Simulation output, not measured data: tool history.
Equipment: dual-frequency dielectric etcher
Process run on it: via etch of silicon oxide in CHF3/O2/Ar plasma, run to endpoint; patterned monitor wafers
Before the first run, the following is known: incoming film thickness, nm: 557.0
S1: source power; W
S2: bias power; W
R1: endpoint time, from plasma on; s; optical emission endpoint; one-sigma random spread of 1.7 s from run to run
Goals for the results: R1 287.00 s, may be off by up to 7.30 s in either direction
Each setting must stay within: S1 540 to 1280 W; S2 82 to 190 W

Run 1, hour 0.0: S1 910 W, S2 136 W. Result: R1 241.66 s.
Run 2, hour 1.8: S1 910 W, S2 120 W. Result: R1 253.24 s.
Run 3, hour 10.6: S1 880 W, S2 119 W. Result: R1 261.42 s.
Run 4, hour 17.9: S1 880 W, S2 139 W. Result: R1 247.07 s.
Run 5, hour 25.8: S1 850 W, S2 138 W. Result: R1 252.50 s.
Run 6, hour 28.8: S1 920 W, S2 138 W. Result: R1 241.20 s.
Run 7, hour 37.9: S1 890 W, S2 137 W. Result: R1 245.89 s.
Run 8, hour 38.9: S1 860 W, S2 136 W. Result: R1 254.80 s.
Run 9, hour 42.0: S1 840 W, S2 136 W. Result: R1 253.22 s.
Run 10, hour 48.9: S1 810 W, S2 135 W. Result: R1 260.96 s.

4 candidate next runs follow, results not yet known. Just one meets every target within its allowed miss. Identify it.
Run A, hour 55.8: S1 790 W, S2 130 W. Result: R1 ?.
Run B, hour 55.8: S1 870 W, S2 83 W. Result: R1 ?.
Run C, hour 55.8: S1 770 W, S2 134 W. Result: R1 ?.
Run D, hour 55.8: S1 830 W, S2 126 W. Result: R1 ?.

move      R1
   A  268.81
   B  288.57
   C  270.28
   D  263.90
A: an improvement on the last run, though not all results are within tolerance
B: hits every target within its allowed miss
C: an improvement on the last run, though not all results are within tolerance
D: an improvement on the last run, though not all results are within tolerance
Go with B: it meets all targets.

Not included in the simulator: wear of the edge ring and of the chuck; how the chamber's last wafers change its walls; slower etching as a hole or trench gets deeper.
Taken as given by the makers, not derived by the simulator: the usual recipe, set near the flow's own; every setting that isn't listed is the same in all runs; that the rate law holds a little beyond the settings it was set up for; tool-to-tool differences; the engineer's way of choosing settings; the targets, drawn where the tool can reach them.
